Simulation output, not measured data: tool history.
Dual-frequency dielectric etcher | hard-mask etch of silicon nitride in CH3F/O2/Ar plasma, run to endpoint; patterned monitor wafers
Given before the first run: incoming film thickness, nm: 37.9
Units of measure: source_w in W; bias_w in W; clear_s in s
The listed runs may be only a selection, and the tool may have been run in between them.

run	hour	source_w	bias_w	clear_s
1	0	490	102	38.257
2	1.5	450	94	40.849
3	8	520	94	38.356
4	9.3	470	89	40.701
5	9.8	470	74	43.991
6	13	550	74	41.413

Run 7, settings as shown, results not yet in. Your forecast:
7	17.1	510	71	?

{"run 7": {"clear_s": 43.271}}
